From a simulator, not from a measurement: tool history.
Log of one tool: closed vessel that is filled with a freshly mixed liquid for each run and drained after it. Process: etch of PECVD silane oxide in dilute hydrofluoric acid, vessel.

run	hour	temperature setpoint of the liquid (C)	parts of water to one part of 49 % hydrofluoric acid (parts by volume)	time in the liquid (s)	thickness taken off the PECVD silane oxide on a monitor wafer (nm)
1	0	24	115	100	12.466
2	8.2	23.5	115	100	12.292
3	17	23.5	115	105	13.081
4	22.1	25	115	105	13.895
5	27.1	25	85	105	19.025
6	33.2	21.5	85	105	16.489
7	35	21	90	105	15.596
8	43.5	20.5	95	105	14.111
9	49.1	20	95	105	13.931
10	50.3	19.5	95	105	13.529
11	54	19.5	95	105	13.651

For run 12, what comes out?
12	59.6	19	95	105	?

{"run 12": {"thickness taken off the PECVD silane oxide on a monitor wafer (nm)": 13.21}}

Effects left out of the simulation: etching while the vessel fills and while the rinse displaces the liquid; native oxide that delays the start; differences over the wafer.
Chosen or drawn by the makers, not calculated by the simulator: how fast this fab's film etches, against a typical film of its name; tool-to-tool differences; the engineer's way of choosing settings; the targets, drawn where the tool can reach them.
